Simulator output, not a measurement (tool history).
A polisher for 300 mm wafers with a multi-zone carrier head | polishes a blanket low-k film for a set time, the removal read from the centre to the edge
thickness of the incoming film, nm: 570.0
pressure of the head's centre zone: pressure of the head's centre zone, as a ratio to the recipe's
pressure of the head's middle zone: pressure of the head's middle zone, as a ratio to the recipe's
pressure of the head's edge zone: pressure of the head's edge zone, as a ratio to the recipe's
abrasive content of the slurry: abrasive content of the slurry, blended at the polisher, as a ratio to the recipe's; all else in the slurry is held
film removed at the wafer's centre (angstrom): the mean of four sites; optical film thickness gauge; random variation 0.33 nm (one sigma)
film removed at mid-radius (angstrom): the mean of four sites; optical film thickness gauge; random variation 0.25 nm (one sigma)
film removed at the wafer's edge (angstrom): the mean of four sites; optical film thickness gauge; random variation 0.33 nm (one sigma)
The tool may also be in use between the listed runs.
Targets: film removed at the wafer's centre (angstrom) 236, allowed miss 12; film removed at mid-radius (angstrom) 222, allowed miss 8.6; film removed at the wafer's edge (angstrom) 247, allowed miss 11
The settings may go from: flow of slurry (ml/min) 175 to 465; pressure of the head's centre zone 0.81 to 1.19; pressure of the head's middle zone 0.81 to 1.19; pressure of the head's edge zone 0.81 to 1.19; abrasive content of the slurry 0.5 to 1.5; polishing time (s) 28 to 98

run	hour	flow of slurry (ml/min)	pressure of the head's centre zone	pressure of the head's middle zone	pressure of the head's edge zone	abrasive content of the slurry	polishing time (s)	film removed at the wafer's centre (angstrom)	film removed at mid-radius (angstrom)	film removed at the wafer's edge (angstrom)
1	0	295	1	1	1	1	63	150.61	150.07	152.51
2	7.9	295	1	1	1.01	1.05	64	153.56	158.05	157.55
3	9.2	295	1	1	1.05	1.05	64	156.19	159.26	161.91
4	11.7	295	1	0.99	1.06	1.1	65	160.83	162.2	166.09
5	19.7	255	1	0.99	1.06	1.1	65	159.82	159.42	164.23
6	26	255	1	1.07	1.06	1.1	65	159.2	170.21	163.14
7	32.2	255	1	1.07	1.06	1.1	65	158.18	175.22	160.2
8	35.7	260	1	1.06	1.07	1.15	66	167.25	177.69	168.37
9	39.2	265	1	1.05	1.08	1.2	67	172.77	179.16	177.83
10	44.6	285	1.07	1.06	1.18	1.45	76	220.56	218.55	223.71
11	49.7	285	1.07	1.05	1.18	1.45	76	220.48	219.42	223.99
12	53.6	285	1.07	1.04	1.18	1.45	76	228.71	215.66	223.34
13	61.1	285	1.06	1.03	1.18	1.45	76	225.07	211.71	227.29
14	64.4	290	1.04	1.03	1.19	1.5	78	226.15	221.85	234.36

4 next moves are on the table. One of them brings every result within its allowed miss. Which?
A	67.7	305	0.96	1.03	1.19	1.5	77	?	?	?
B	67.7	265	1.06	1.14	1.16	1.5	74	?	?	?
C	67.7	185	1.05	0.99	1.19	1.45	86	?	?	?
D	67.7	310	1.03	1.15	1.08	1.45	73	?	?	?

move	film removed at the wafer's centre (angstrom)	film removed at mid-radius (angstrom)	film removed at the wafer's edge (angstrom)
A	207.05	222.84	228.4
B	216.43	229.97	213.81
C	232.85	222.95	240.37
D	208.94	229.9	203.67
A: further off than the last run
B: further off than the last run
C: meets every target
D: further off than the last run
Move C is the one to make.

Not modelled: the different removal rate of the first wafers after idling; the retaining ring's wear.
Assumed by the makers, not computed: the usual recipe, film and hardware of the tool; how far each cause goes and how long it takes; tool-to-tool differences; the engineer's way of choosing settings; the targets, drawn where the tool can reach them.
